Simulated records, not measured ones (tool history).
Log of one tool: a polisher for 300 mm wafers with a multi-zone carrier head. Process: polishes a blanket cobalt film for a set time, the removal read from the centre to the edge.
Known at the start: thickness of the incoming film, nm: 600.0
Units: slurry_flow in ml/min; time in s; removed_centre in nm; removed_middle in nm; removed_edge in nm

run	day	slurry_flow	centre_zone	middle_zone	edge_zone	time	removed_centre	removed_middle	removed_edge
1	0	120	1	1	1	50	229.97	230	230.29
2	0.175	140	1	1	1	50	230.02	240.81	236.97
3	0.288	140	1	0.96	1	50	229.89	231.7	237.93
4	0.4	140	1	0.88	1	50	233.26	219.15	230.06
5	0.738	125	0.94	0.86	1.02	45	191.79	186.99	210.18
6	0.804	115	0.9	0.85	0.98	43	176.44	171.1	195.42
7	1.112	110	0.87	0.87	0.96	41	159.41	167.98	183.03
8	1.133	100	0.85	0.85	0.95	41	153.35	159.22	181.31
9	1.25	95	0.84	0.85	0.93	41	149.91	162.76	177.85
10	1.396	95	0.84	0.85	0.93	41	148.46	158.9	178.72
11	1.638	90	0.84	0.84	0.91	41	144.48	154.83	174.47

Forecast run 12:
12	1.829	85	0.85	0.84	0.9	41	?	?	?

{"run 12": {"removed_centre": 149.5, "removed_middle": 155.6, "removed_edge": 173.52}}
